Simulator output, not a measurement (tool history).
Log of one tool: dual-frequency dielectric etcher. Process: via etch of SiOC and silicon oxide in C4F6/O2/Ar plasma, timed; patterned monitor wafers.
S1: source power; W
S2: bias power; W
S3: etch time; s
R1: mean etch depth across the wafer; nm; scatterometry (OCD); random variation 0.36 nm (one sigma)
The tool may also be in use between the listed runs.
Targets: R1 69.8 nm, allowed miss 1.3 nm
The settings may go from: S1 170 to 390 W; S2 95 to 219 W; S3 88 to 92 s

run,hour,S1,S2,S3,R1
1,0,280,157,88,83.034
2,7.7,250,152,88,79.583
3,14.7,250,165,88,81.252
4,16.1,230,156,88,79.119
5,20.1,210,143,88,73.953
6,27.8,200,141,88,73.108
7,36.6,190,139,88,71.211
8,39.6,190,139,88,72.542

Which of these 5 next moves meets every target?
A,42.6,210,152,89.5,?
B,42.6,170,170,90,?
C,42.6,220,133,89.5,?
D,42.6,170,161,90,?
E,42.6,180,117,90,?

move,R1
A,77.078
B,74.754
C,75.823
D,73.745
E,69.684
A: further off than the last run
B: further off than the last run
C: further off than the last run
D: further off than the last run
E: meets every target
Move E is the one to make.
